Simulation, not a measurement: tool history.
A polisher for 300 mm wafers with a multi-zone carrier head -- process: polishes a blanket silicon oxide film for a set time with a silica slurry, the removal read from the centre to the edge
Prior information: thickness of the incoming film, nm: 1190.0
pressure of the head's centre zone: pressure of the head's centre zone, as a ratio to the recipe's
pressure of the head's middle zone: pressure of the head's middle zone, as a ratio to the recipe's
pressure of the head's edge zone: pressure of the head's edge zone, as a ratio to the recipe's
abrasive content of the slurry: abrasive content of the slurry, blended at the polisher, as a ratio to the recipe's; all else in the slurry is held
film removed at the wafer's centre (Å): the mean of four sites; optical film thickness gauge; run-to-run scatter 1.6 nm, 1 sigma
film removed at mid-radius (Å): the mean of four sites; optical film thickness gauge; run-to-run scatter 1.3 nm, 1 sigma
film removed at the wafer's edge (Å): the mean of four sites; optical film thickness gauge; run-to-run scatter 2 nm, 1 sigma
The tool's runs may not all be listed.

run	hour	flow of slurry (ml/min)	pressure of the head's centre zone	pressure of the head's middle zone	pressure of the head's edge zone	abrasive content of the slurry	polishing time (s)	film removed at the wafer's centre (Å)	film removed at mid-radius (Å)	film removed at the wafer's edge (Å)
1	0	285	1	1	1	1	41	1153.4	1156.5	1206.1
2	3.2	285	1.01	0.99	1.03	1.05	41	1185.8	1161.7	1225.9
3	9	285	1.01	0.99	1.03	0.95	41	1104.7	1150.4	1178.5
4	17.4	285	1	0.99	1.05	1.05	41	1194.7	1172	1282.3
5	25.9	290	1.01	1	1.07	1.1	41	1201	1219	1304.6
6	28	290	1.04	1	1.07	1.1	41	1226.3	1209.9	1293.9
7	31.7	290	1.04	1	1.08	1.15	41	1232.5	1236.3	1304.9
8	39.8	295	1.04	0.99	1.09	1.2	41	1281.3	1260	1352.3

The next listed run, before its measurement:
9	43.6	295	1.04	0.98	1.1	1.25	41	?	?	?

Run 9 yielded film removed at the wafer's centre (Å) 1284.5, film removed at mid-radius (Å) 1262.2, film removed at the wafer's edge (Å) 1391.6.
